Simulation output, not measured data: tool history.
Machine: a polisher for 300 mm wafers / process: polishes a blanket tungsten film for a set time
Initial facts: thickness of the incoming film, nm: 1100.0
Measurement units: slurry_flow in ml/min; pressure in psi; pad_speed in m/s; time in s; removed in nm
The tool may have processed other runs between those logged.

{"run": 1, "hour": 0.0, "slurry_flow": 215, "pressure": 4, "pad_speed": 1.1, "slurry_solids": 1, "time": 45, "removed": 218.51}
{"run": 2, "hour": 3.6, "slurry_flow": 210, "pressure": 3.4, "pad_speed": 1.1, "slurry_solids": 1, "time": 45, "removed": 185.71}
{"run": 3, "hour": 6.2, "slurry_flow": 210, "pressure": 3.4, "pad_speed": 1.1, "slurry_solids": 1.15, "time": 45, "removed": 196}
{"run": 4, "hour": 9.8, "slurry_flow": 210, "pressure": 3, "pad_speed": 1.1, "slurry_solids": 1.15, "time": 45, "removed": 170.84}
{"run": 5, "hour": 11.6, "slurry_flow": 210, "pressure": 2.6, "pad_speed": 1.1, "slurry_solids": 1.15, "time": 45, "removed": 151}
{"run": 6, "hour": 19.9, "slurry_flow": 210, "pressure": 2.4, "pad_speed": 1.1, "slurry_solids": 1.15, "time": 45, "removed": 139.04}
{"run": 7, "hour": 20.7, "slurry_flow": 210, "pressure": 2.3, "pad_speed": 1.1, "slurry_solids": 1.15, "time": 45, "removed": 134.99}
{"run": 8, "hour": 21.3, "slurry_flow": 210, "pressure": 2.2, "pad_speed": 1.1, "slurry_solids": 1.15, "time": 45, "removed": 127.78}

Predict the results of run 9:
{"run": 9, "hour": 26.3, "slurry_flow": 190, "pressure": 2, "pad_speed": 1.1, "slurry_solids": 1.15, "time": 45, "removed": "?"}

removed: 115.29 nm

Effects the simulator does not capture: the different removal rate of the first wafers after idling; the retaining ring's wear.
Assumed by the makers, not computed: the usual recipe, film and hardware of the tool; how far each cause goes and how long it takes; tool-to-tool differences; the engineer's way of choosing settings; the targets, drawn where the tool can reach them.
